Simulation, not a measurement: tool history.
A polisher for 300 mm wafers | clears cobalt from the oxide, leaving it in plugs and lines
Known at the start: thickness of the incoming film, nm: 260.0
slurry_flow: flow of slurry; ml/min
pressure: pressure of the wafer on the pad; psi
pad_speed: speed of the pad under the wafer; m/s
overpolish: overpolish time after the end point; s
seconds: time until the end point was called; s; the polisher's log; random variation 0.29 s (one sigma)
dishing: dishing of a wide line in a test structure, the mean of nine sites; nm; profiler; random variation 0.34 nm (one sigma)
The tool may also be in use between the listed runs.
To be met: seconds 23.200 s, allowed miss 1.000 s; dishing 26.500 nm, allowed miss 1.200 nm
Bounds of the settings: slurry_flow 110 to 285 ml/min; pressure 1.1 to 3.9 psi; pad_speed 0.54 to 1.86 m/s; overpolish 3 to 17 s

| run | day | slurry_flow | pressure | pad_speed | overpolish | seconds | dishing |
|---|---|---|---|---|---|---|---|
| 1 | 0.000 | 180 | 2.5 | 1.18 | 9 | 33.089 | 42.346 |
| 2 | 0.088 | 155 | 2.5 | 1.18 | 9 | 34.920 | 41.832 |
| 3 | 0.338 | 155 | 2.0 | 1.18 | 9 | 39.164 | 38.567 |
| 4 | 0.604 | 185 | 2.0 | 1.18 | 9 | 38.596 | 38.817 |
| 5 | 0.975 | 205 | 1.9 | 1.30 | 8 | 34.692 | 38.668 |
| 6 | 1.196 | 220 | 1.8 | 1.36 | 7 | 34.254 | 36.065 |
| 7 | 1.275 | 235 | 1.7 | 1.46 | 6 | 31.897 | 33.847 |
| 8 | 1.392 | 245 | 1.6 | 1.54 | 5 | 31.976 | 30.084 |
| 9 | 1.612 | 255 | 1.6 | 1.60 | 5 | 30.593 | 30.767 |
| 10 | 1.917 | 260 | 1.6 | 1.66 | 5 | 29.766 | 31.357 |
| 11 | 2.138 | 265 | 1.6 | 1.70 | 5 | 28.347 | 33.386 |
| 12 | 2.483 | 270 | 1.6 | 1.74 | 5 | 27.678 | 33.946 |
| 13 | 2.725 | 255 | 1.6 | 1.76 | 5 | 27.992 | 32.875 |
| 14 | 2.833 | 250 | 1.7 | 1.78 | 5 | 26.578 | 34.324 |
| 15 | 2.942 | 255 | 1.7 | 1.80 | 5 | 26.525 | 34.175 |
| 16 | 3.042 | 285 | 1.7 | 1.86 | 3 | 25.287 | 24.883 |
| 17 | 3.129 | 285 | 1.8 | 1.86 | 3 | 24.350 | 25.654 |

5 next moves are on the table. One of them brings every result within its allowed miss. Which?
| A | 3.217 | 285 | 1.8 | 1.72 | 3 | ? | ? |
| B | 3.217 | 260 | 1.8 | 1.80 | 3 | ? | ? |
| C | 3.217 | 285 | 2.1 | 1.80 | 3 | ? | ? |
| D | 3.217 | 285 | 1.5 | 1.86 | 3 | ? | ? |
| E | 3.217 | 265 | 2.0 | 1.60 | 3 | ? | ? |

| move | seconds | dishing |
|---|---|---|
| A | 26.370 | 23.825 |
| B | 25.459 | 24.472 |
| C | 23.071 | 26.341 |
| D | 26.934 | 23.441 |
| E | 26.845 | 23.501 |
A: further off than the last run
B: further off than the last run
C: meets every target
D: further off than the last run
E: further off than the last run
The right move is C.
